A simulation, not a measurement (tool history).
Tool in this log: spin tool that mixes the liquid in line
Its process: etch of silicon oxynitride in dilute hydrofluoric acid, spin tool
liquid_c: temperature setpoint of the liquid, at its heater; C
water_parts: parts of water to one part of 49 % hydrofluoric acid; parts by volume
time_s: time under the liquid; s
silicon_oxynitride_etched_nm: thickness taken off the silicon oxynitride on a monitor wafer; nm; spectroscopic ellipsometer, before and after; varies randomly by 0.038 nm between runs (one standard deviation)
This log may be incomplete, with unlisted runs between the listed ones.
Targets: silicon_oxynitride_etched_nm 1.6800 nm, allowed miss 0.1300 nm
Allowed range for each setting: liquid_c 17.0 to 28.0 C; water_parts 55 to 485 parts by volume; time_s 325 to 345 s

{"run": 1, "day": 0.0, "liquid_c": 20.0, "water_parts": 270, "time_s": 325, "silicon_oxynitride_etched_nm": 2.396}
{"run": 2, "day": 0.104, "liquid_c": 20.0, "water_parts": 235, "time_s": 325, "silicon_oxynitride_etched_nm": 3.0235}
{"run": 3, "day": 0.4, "liquid_c": 21.5, "water_parts": 235, "time_s": 325, "silicon_oxynitride_etched_nm": 3.1185}
{"run": 4, "day": 0.558, "liquid_c": 21.5, "water_parts": 330, "time_s": 325, "silicon_oxynitride_etched_nm": 2.1591}
{"run": 5, "day": 0.633, "liquid_c": 20.5, "water_parts": 335, "time_s": 325, "silicon_oxynitride_etched_nm": 1.9854}
{"run": 6, "day": 0.746, "liquid_c": 20.0, "water_parts": 340, "time_s": 325, "silicon_oxynitride_etched_nm": 1.869}
{"run": 7, "day": 0.938, "liquid_c": 20.0, "water_parts": 340, "time_s": 325, "silicon_oxynitride_etched_nm": 1.8741}
{"run": 8, "day": 1.288, "liquid_c": 19.5, "water_parts": 345, "time_s": 325, "silicon_oxynitride_etched_nm": 1.8181}

Exercise: of the 4 proposed moves below, exactly one satisfies all targets within the stated allowed misses. Which move is it?
{"run": "A", "day": 1.638, "liquid_c": 19.5, "water_parts": 340, "time_s": 345, "silicon_oxynitride_etched_nm": "?"}
{"run": "B", "day": 1.638, "liquid_c": 18.5, "water_parts": 335, "time_s": 345, "silicon_oxynitride_etched_nm": "?"}
{"run": "C", "day": 1.638, "liquid_c": 17.0, "water_parts": 285, "time_s": 325, "silicon_oxynitride_etched_nm": "?"}
{"run": "D", "day": 1.638, "liquid_c": 18.0, "water_parts": 375, "time_s": 345, "silicon_oxynitride_etched_nm": "?"}

move=A silicon_oxynitride_etched_nm=1.9867
move=B silicon_oxynitride_etched_nm=1.9348
move=C silicon_oxynitride_etched_nm=2.0578
move=D silicon_oxynitride_etched_nm=1.6541
A: lands further from the targets than the last run did
B: lands further from the targets than the last run did
C: lands further from the targets than the last run did
D: all results land within tolerance of their targets
Move D is the one to make.
